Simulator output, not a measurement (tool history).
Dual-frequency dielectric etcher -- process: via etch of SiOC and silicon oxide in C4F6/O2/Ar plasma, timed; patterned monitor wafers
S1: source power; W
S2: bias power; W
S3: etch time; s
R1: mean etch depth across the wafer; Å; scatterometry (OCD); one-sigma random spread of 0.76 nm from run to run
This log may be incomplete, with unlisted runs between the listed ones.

{"run": 1, "day": 0.0, "S1": 370, "S2": 188, "S3": 105.5, "R1": 1289.9}
{"run": 2, "day": 0.117, "S1": 370, "S2": 188, "S3": 110, "R1": 1313.9}
{"run": 3, "day": 0.354, "S1": 310, "S2": 188, "S3": 110, "R1": 1260.1}
{"run": 4, "day": 0.658, "S1": 360, "S2": 188, "S3": 110, "R1": 1327.6}
{"run": 5, "day": 0.738, "S1": 360, "S2": 188, "S3": 105.5, "R1": 1260.8}
{"run": 6, "day": 0.892, "S1": 330, "S2": 188, "S3": 105.5, "R1": 1224.1}

Predict the results of run 7:
{"run": 7, "day": 0.992, "S1": 300, "S2": 180, "S3": 105.5, "R1": "?"}

Logged for run 7: R1 1197 Å.

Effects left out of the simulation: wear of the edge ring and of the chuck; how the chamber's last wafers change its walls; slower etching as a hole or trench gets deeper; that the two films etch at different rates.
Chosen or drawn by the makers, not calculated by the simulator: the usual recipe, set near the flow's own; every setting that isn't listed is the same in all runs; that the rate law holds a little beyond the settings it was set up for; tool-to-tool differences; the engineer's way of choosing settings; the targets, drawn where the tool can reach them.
